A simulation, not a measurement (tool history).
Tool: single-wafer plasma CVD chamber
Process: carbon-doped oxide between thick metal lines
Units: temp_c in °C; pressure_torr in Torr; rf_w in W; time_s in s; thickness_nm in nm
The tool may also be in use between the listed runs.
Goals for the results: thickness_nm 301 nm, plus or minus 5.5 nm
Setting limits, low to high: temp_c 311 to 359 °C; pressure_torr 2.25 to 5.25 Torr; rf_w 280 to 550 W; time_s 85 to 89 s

Run 1, hour 0: temp_c 335 °C, pressure_torr 3.75 Torr, rf_w 415 W, time_s 89 s. Result: thickness_nm 375.39 nm.
Run 2, hour 4.9: temp_c 335 °C, pressure_torr 3.98 Torr, rf_w 415 W, time_s 89 s. Result: thickness_nm 376.11 nm.
Run 3, hour 11.5: temp_c 335 °C, pressure_torr 3.98 Torr, rf_w 415 W, time_s 89 s. Result: thickness_nm 377.77 nm.
Run 4, hour 12.1: temp_c 335 °C, pressure_torr 4.52 Torr, rf_w 415 W, time_s 89 s. Result: thickness_nm 385.63 nm.
Run 5, hour 18.3: temp_c 337 °C, pressure_torr 4.33 Torr, rf_w 400 W, time_s 89 s. Result: thickness_nm 368.29 nm.
Run 6, hour 26.5: temp_c 326 °C, pressure_torr 4.33 Torr, rf_w 400 W, time_s 89 s. Result: thickness_nm 381.17 nm.
Run 7, hour 31.6: temp_c 328 °C, pressure_torr 4.14 Torr, rf_w 390 W, time_s 89 s. Result: thickness_nm 371.6 nm.
Run 8, hour 39.8: temp_c 330 °C, pressure_torr 3.99 Torr, rf_w 380 W, time_s 89 s. Result: thickness_nm 358.12 nm.
Run 9, hour 40.7: temp_c 332 °C, pressure_torr 3.82 Torr, rf_w 375 W, time_s 89 s. Result: thickness_nm 348.62 nm.
Run 10, hour 49.2: temp_c 334 °C, pressure_torr 3.66 Torr, rf_w 370 W, time_s 89 s. Result: thickness_nm 341.91 nm.
Run 11, hour 55.3: temp_c 336 °C, pressure_torr 3.53 Torr, rf_w 365 W, time_s 89 s. Result: thickness_nm 334 nm.

Which single option among these 5 for the next run brings every result within its allowed miss of target? Just one does.
Run A, hour 61.4: temp_c 340 °C, pressure_torr 3.85 Torr, rf_w 345 W, time_s 85 s. Result: thickness_nm ?.
Run B, hour 61.4: temp_c 339 °C, pressure_torr 3.71 Torr, rf_w 330 W, time_s 85 s. Result: thickness_nm ?.
Run C, hour 61.4: temp_c 338 °C, pressure_torr 3.45 Torr, rf_w 330 W, time_s 85 s. Result: thickness_nm ?.
Run D, hour 61.4: temp_c 330 °C, pressure_torr 3.17 Torr, rf_w 325 W, time_s 85 s. Result: thickness_nm ?.
Run E, hour 61.4: temp_c 338 °C, pressure_torr 2.33 Torr, rf_w 340 W, time_s 85 s. Result: thickness_nm ?.

move  thickness_nm
   A        302.45
   B        290.55
   C        289.18
   D        290.53
   E        287.62
A: hits every target within its allowed miss
B: pushes the last run's worst result past its target
C: pushes the last run's worst result past its target
D: pushes the last run's worst result past its target
E: pushes the last run's worst result past its target
Move A is the one to make.
